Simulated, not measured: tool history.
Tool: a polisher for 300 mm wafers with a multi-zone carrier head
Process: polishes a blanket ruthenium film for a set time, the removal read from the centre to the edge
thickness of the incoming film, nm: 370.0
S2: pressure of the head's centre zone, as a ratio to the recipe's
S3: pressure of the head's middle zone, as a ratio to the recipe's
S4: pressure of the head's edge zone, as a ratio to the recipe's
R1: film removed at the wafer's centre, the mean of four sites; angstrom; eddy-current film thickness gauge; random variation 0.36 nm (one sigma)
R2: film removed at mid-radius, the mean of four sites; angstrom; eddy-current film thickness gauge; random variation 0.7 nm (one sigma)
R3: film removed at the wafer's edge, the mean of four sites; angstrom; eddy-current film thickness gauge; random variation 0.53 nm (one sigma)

{"run": 1, "hour": 0.0, "flow of slurry (ml/min)": 310, "S2": 1, "S3": 1, "S4": 1, "polishing time (s)": 39, "R1": 423.03, "R2": 431.34, "R3": 431.92}
{"run": 2, "hour": 1.8, "flow of slurry (ml/min)": 235, "S2": 1, "S3": 1, "S4": 1, "polishing time (s)": 39, "R1": 403.01, "R2": 401.82, "R3": 417.82}
{"run": 3, "hour": 3.4, "flow of slurry (ml/min)": 235, "S2": 1, "S3": 1, "S4": 1, "polishing time (s)": 47, "R1": 484.14, "R2": 496.49, "R3": 508.01}
{"run": 4, "hour": 7.5, "flow of slurry (ml/min)": 235, "S2": 1, "S3": 0.99, "S4": 1.02, "polishing time (s)": 47, "R1": 477.5, "R2": 486.69, "R3": 515.19}
{"run": 5, "hour": 12.1, "flow of slurry (ml/min)": 240, "S2": 1, "S3": 0.98, "S4": 1.03, "polishing time (s)": 47, "R1": 488.8, "R2": 492.05, "R3": 508.93}
{"run": 6, "hour": 13.7, "flow of slurry (ml/min)": 290, "S2": 1, "S3": 0.98, "S4": 1.03, "polishing time (s)": 47, "R1": 496.41, "R2": 503.88, "R3": 521.11}
{"run": 7, "hour": 15.9, "flow of slurry (ml/min)": 285, "S2": 1, "S3": 0.97, "S4": 1.05, "polishing time (s)": 47, "R1": 499.89, "R2": 497.57, "R3": 522.87}
{"run": 8, "hour": 20.8, "flow of slurry (ml/min)": 275, "S2": 0.99, "S3": 0.96, "S4": 1.07, "polishing time (s)": 47, "R1": 484.05, "R2": 488.28, "R3": 520.89}
{"run": 9, "hour": 29.0, "flow of slurry (ml/min)": 270, "S2": 0.99, "S3": 0.95, "S4": 1.09, "polishing time (s)": 47, "R1": 486.45, "R2": 484.6, "R3": 529.12}

Forecast run 10:
{"run": 10, "hour": 32.9, "flow of slurry (ml/min)": 270, "S2": 0.99, "S3": 0.94, "S4": 1.11, "polishing time (s)": 47, "R1": "?", "R2": "?", "R3": "?"}

Run 10 gave R1 487.43 angstrom, R2 482.23 angstrom, R3 529.17 angstrom.
